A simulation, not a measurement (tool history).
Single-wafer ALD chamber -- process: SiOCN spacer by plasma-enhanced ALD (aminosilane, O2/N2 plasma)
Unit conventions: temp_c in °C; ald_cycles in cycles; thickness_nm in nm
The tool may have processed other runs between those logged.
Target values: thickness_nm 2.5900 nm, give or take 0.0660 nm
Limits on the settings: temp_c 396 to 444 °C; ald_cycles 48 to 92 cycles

Run 1, hour 0.0: temp_c 420 °C, ald_cycles 70 cycles. Result: thickness_nm 3.5346 nm.
Run 2, hour 4.9: temp_c 423 °C, ald_cycles 65 cycles. Result: thickness_nm 3.2665 nm.
Run 3, hour 10.1: temp_c 425 °C, ald_cycles 61 cycles. Result: thickness_nm 3.0221 nm.
Run 4, hour 11.8: temp_c 427 °C, ald_cycles 59 cycles. Result: thickness_nm 2.9047 nm.
Run 5, hour 18.4: temp_c 429 °C, ald_cycles 57 cycles. Result: thickness_nm 2.8025 nm.
Run 6, hour 23.1: temp_c 433 °C, ald_cycles 57 cycles. Result: thickness_nm 2.7933 nm.
Run 7, hour 27.8: temp_c 433 °C, ald_cycles 56 cycles. Result: thickness_nm 2.7354 nm.
Run 8, hour 32.8: temp_c 434 °C, ald_cycles 55 cycles. Result: thickness_nm 2.6567 nm.
Run 9, hour 41.5: temp_c 435 °C, ald_cycles 55 cycles. Result: thickness_nm 2.6402 nm.

5 candidate next runs follow, results not yet known. Just one meets every target within its allowed miss. Identify it.
Run A, hour 50.2: temp_c 424 °C, ald_cycles 55 cycles. Result: thickness_nm ?.
Run B, hour 50.2: temp_c 437 °C, ald_cycles 57 cycles. Result: thickness_nm ?.
Run C, hour 50.2: temp_c 444 °C, ald_cycles 58 cycles. Result: thickness_nm ?.
Run D, hour 50.2: temp_c 429 °C, ald_cycles 53 cycles. Result: thickness_nm ?.
Run E, hour 50.2: temp_c 441 °C, ald_cycles 58 cycles. Result: thickness_nm ?.

move  thickness_nm
   A        2.7554
   B        2.7375
   C        2.7208
   D        2.6130
   E        2.7486
A: moves away from the targets compared with the last run
B: moves away from the targets compared with the last run
C: moves away from the targets compared with the last run
D: all results in spec
E: moves away from the targets compared with the last run
Move D is the one to make.
